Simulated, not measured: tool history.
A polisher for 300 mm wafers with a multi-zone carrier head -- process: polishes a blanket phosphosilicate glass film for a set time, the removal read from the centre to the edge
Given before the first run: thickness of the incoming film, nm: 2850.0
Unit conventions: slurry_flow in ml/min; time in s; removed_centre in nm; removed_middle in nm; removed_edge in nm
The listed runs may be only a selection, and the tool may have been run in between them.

{"run": 1, "hour": 0.0, "slurry_flow": 295, "centre_zone": 1.0, "middle_zone": 1.0, "edge_zone": 1.0, "slurry_solids": 1.0, "time": 69, "removed_centre": 564.79, "removed_middle": 560.5, "removed_edge": 579.86}
{"run": 2, "hour": 3.5, "slurry_flow": 295, "centre_zone": 1.0, "middle_zone": 1.0, "edge_zone": 0.96, "slurry_solids": 1.0, "time": 69, "removed_centre": 555.32, "removed_middle": 555.77, "removed_edge": 581.09}
{"run": 3, "hour": 8.8, "slurry_flow": 295, "centre_zone": 1.0, "middle_zone": 1.04, "edge_zone": 0.96, "slurry_solids": 1.0, "time": 69, "removed_centre": 554.96, "removed_middle": 589.9, "removed_edge": 571.27}
{"run": 4, "hour": 11.7, "slurry_flow": 295, "centre_zone": 1.0, "middle_zone": 1.04, "edge_zone": 0.96, "slurry_solids": 1.0, "time": 52, "removed_centre": 419.21, "removed_middle": 435.26, "removed_edge": 437.4}
{"run": 5, "hour": 12.5, "slurry_flow": 295, "centre_zone": 0.98, "middle_zone": 1.05, "edge_zone": 0.98, "slurry_solids": 1.05, "time": 52, "removed_centre": 417.72, "removed_middle": 459.76, "removed_edge": 450.57}
{"run": 6, "hour": 16.4, "slurry_flow": 295, "centre_zone": 0.98, "middle_zone": 1.05, "edge_zone": 1.04, "slurry_solids": 1.05, "time": 52, "removed_centre": 431.62, "removed_middle": 453.83, "removed_edge": 468.89}

What will run 7 give?
{"run": 7, "hour": 17.1, "slurry_flow": 295, "centre_zone": 0.97, "middle_zone": 1.06, "edge_zone": 1.05, "slurry_solids": 1.05, "time": 52, "removed_centre": "?", "removed_middle": "?", "removed_edge": "?"}

{"run 7": {"removed_centre": 430.91, "removed_middle": 464.17, "removed_edge": 458.98}}

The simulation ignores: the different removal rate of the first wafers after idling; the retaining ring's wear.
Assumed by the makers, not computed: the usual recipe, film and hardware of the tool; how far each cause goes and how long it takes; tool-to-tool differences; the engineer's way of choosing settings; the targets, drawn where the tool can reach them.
